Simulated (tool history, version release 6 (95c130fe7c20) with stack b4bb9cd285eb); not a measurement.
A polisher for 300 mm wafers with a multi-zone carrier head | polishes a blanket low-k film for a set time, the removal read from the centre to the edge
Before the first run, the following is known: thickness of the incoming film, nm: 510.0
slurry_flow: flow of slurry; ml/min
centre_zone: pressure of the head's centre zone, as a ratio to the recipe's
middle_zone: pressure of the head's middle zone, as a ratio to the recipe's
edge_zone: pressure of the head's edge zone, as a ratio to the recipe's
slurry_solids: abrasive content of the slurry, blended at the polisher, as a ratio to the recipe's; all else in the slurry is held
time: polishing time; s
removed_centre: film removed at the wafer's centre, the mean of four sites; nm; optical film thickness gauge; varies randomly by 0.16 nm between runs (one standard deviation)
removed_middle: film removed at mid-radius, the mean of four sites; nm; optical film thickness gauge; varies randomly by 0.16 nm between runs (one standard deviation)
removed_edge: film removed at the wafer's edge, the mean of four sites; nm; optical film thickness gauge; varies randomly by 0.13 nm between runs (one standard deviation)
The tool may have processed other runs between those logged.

| run | hour | slurry_flow | centre_zone | middle_zone | edge_zone | slurry_solids | time | removed_centre | removed_middle | removed_edge |
|---|---|---|---|---|---|---|---|---|---|---|
| 1 | 0 | 150 | 1 | 1 | 1 | 1 | 82 | 22.607 | 22.114 | 22.977 |
| 2 | 3.4 | 150 | 0.94 | 1 | 1 | 1 | 82 | 21.649 | 23.095 | 23.174 |
| 3 | 5.1 | 150 | 0.94 | 1 | 1 | 1 | 69 | 18.409 | 19.297 | 19.412 |
| 4 | 13.5 | 150 | 0.94 | 1 | 1.03 | 1 | 69 | 18.039 | 19.464 | 19.538 |
| 5 | 14 | 150 | 0.94 | 0.94 | 1.03 | 1 | 69 | 18.279 | 18.327 | 19.59 |
| 6 | 18.9 | 145 | 0.94 | 0.92 | 1.01 | 0.9 | 67 | 17.051 | 16.51 | 18.058 |
| 7 | 19.7 | 140 | 0.94 | 0.91 | 0.99 | 0.8 | 66 | 15.85 | 14.933 | 16.596 |
| 8 | 28.2 | 115 | 0.92 | 0.86 | 0.89 | 0.55 | 65 | 11.964 | 11.637 | 12.766 |
| 9 | 33.8 | 120 | 0.93 | 0.86 | 0.89 | 0.55 | 65 | 12.461 | 11.626 | 12.609 |

What does the tool deliver on the next run?
| 10 | 42.6 | 125 | 0.93 | 0.86 | 0.9 | 0.55 | 65 | ? | ? | ? |

removed_centre: 12.598 nm
removed_middle: 11.872 nm
removed_edge: 12.759 nm
